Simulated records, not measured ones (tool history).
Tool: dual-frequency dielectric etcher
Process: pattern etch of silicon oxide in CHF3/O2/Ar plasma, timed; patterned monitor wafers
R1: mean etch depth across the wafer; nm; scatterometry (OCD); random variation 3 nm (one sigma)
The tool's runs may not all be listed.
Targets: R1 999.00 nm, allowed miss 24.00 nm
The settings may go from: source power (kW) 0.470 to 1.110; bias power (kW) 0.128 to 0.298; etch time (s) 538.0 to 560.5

Run 1, hour 0.0: source power (kW) 0.790, bias power (kW) 0.213, etch time (s) 538.0. Result: R1 1306.90 nm.
Run 2, hour 6.4: source power (kW) 0.790, bias power (kW) 0.233, etch time (s) 538.0. Result: R1 1343.00 nm.
Run 3, hour 14.6: source power (kW) 0.700, bias power (kW) 0.206, etch time (s) 538.0. Result: R1 1215.60 nm.
Run 4, hour 18.2: source power (kW) 0.640, bias power (kW) 0.197, etch time (s) 538.0. Result: R1 1138.40 nm.
Run 5, hour 25.9: source power (kW) 0.640, bias power (kW) 0.227, etch time (s) 538.0. Result: R1 1171.40 nm.
Run 6, hour 29.8: source power (kW) 0.590, bias power (kW) 0.222, etch time (s) 538.0. Result: R1 1110.20 nm.
Run 7, hour 30.6: source power (kW) 0.470, bias power (kW) 0.205, etch time (s) 538.0. Result: R1 916.94 nm.
Run 8, hour 35.5: source power (kW) 0.490, bias power (kW) 0.206, etch time (s) 538.0. Result: R1 955.38 nm.
Run 9, hour 42.1: source power (kW) 0.500, bias power (kW) 0.206, etch time (s) 538.0. Result: R1 964.84 nm.

4 next moves are on the table. One of them brings every result within its allowed miss. Which?
Run A, hour 48.7: source power (kW) 0.520, bias power (kW) 0.204, etch time (s) 542.5. Result: R1 ?.
Run B, hour 48.7: source power (kW) 0.530, bias power (kW) 0.211, etch time (s) 560.5. Result: R1 ?.
Run C, hour 48.7: source power (kW) 0.520, bias power (kW) 0.203, etch time (s) 560.5. Result: R1 ?.
Run D, hour 48.7: source power (kW) 0.540, bias power (kW) 0.181, etch time (s) 560.5. Result: R1 ?.

move       R1
   A   997.45
   B  1053.30
   C  1029.40
   D  1031.30
A: meets every target
B: takes the result that was furthest off past its target
C: takes the result that was furthest off past its target
D: takes the result that was furthest off past its target
Move A is the one to make.
